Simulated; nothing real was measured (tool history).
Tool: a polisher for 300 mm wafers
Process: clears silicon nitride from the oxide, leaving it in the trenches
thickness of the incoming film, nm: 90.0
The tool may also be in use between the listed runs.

| run | hour | flow of slurry (ml/min) | pressure of the wafer on the pad (kPa) | speed of the pad under the wafer (m/s) | overpolish time after the end point (s) | time until the end point was called (s) |
|---|---|---|---|---|---|---|
| 1 | 0.0 | 185 | 17.9 | 1.08 | 9 | 85.181 |
| 2 | 5.6 | 185 | 17.9 | 1.26 | 9 | 75.928 |
| 3 | 9.9 | 185 | 15.2 | 1.22 | 9 | 95.125 |
| 4 | 15.3 | 185 | 17.9 | 1.22 | 9 | 82.661 |
| 5 | 17.5 | 185 | 17.9 | 1.22 | 7 | 80.383 |
| 6 | 23.2 | 185 | 17.9 | 1.22 | 7 | 78.491 |
| 7 | 30.7 | 185 | 15.9 | 1.20 | 7 | 92.467 |
| 8 | 35.3 | 185 | 14.5 | 1.18 | 7 | 97.149 |
| 9 | 43.3 | 185 | 12.4 | 1.16 | 7 | 117.170 |

Forecast run 10:
| 10 | 45.5 | 185 | 11.7 | 1.16 | 7 | ? |

{"run 10": {"time until the end point was called (s)": 125.06}}
